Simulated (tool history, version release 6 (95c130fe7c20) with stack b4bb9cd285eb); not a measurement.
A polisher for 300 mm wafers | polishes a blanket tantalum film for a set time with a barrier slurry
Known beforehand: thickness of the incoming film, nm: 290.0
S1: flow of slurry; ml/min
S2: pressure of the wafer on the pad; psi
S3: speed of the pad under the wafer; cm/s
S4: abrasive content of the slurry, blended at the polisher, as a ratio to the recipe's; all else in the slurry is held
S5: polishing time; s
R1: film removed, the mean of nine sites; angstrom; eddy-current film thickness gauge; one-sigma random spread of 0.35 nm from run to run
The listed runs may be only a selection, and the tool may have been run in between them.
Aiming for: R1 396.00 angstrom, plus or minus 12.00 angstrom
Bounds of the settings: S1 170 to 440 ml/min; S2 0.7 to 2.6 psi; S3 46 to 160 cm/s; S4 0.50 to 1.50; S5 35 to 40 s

Run 1, hour 0.0: S1 280 ml/min, S2 1.6 psi, S3 102 cm/s, S4 1.00, S5 40 s. Result: R1 595.59 angstrom.
Run 2, hour 3.7: S1 280 ml/min, S2 1.2 psi, S3 102 cm/s, S4 1.00, S5 40 s. Result: R1 476.90 angstrom.
Run 3, hour 7.0: S1 280 ml/min, S2 1.1 psi, S3 102 cm/s, S4 1.00, S5 40 s. Result: R1 453.50 angstrom.
Run 4, hour 12.3: S1 280 ml/min, S2 1.1 psi, S3 126 cm/s, S4 1.00, S5 40 s. Result: R1 553.13 angstrom.
Run 5, hour 18.7: S1 280 ml/min, S2 1.0 psi, S3 124 cm/s, S4 1.00, S5 40 s. Result: R1 509.32 angstrom.
Run 6, hour 27.5: S1 280 ml/min, S2 0.9 psi, S3 122 cm/s, S4 1.00, S5 40 s. Result: R1 468.62 angstrom.
Run 7, hour 31.7: S1 280 ml/min, S2 0.9 psi, S3 120 cm/s, S4 1.00, S5 40 s. Result: R1 466.05 angstrom.
Run 8, hour 34.8: S1 280 ml/min, S2 0.9 psi, S3 118 cm/s, S4 1.00, S5 40 s. Result: R1 450.94 angstrom.
Run 9, hour 37.9: S1 280 ml/min, S2 0.8 psi, S3 118 cm/s, S4 1.00, S5 40 s. Result: R1 414.28 angstrom.

5 candidate next runs follow, results not yet known. Just one meets every target within its allowed miss. Identify it.
Run A, hour 41.0: S1 290 ml/min, S2 0.8 psi, S3 104 cm/s, S4 1.00, S5 39 s. Result: R1 ?.
Run B, hour 41.0: S1 280 ml/min, S2 1.0 psi, S3 124 cm/s, S4 0.90, S5 37 s. Result: R1 ?.
Run C, hour 41.0: S1 230 ml/min, S2 1.0 psi, S3 104 cm/s, S4 0.95, S5 38 s. Result: R1 ?.
Run D, hour 41.0: S1 340 ml/min, S2 0.9 psi, S3 124 cm/s, S4 0.85, S5 39 s. Result: R1 ?.
Run E, hour 41.0: S1 305 ml/min, S2 0.7 psi, S3 126 cm/s, S4 0.95, S5 35 s. Result: R1 ?.

move      R1
   A  361.63
   B  453.54
   C  390.67
   D  444.41
   E  356.02
A: takes the biggest miss from the last run beyond its target
B: lands further from the targets than the last run did
C: meets every target
D: lands further from the targets than the last run did
E: takes the biggest miss from the last run beyond its target
C meets every target.
